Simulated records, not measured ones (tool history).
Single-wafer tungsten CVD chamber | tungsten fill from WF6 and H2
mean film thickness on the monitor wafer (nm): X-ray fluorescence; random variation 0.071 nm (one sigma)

run  hour  heater temperature setpoint (K)  chamber pressure (Torr)  deposition time (s)  mean film thickness on the monitor wafer (nm)
  1     0                           653.15                     39.5                 11.1                                         25.927
  2   6.3                           648.15                     39.3                 11.1                                         23.674
  3  13.6                           648.15                     43.1                 11.1                                         24.159
  4  21.9                           644.15                     42.8                 11.1                                         22.347
  5  22.6                           641.15                     42.6                 11.1                                         21.301
  6  27.5                           639.15                     42.4                 11.1                                         20.597

Run 7 comes next. What will it give?
  7  32.1                           637.15                     42.3                 11.1                                              ?

Run 7 gave mean film thickness on the monitor wafer (nm) 19.502.
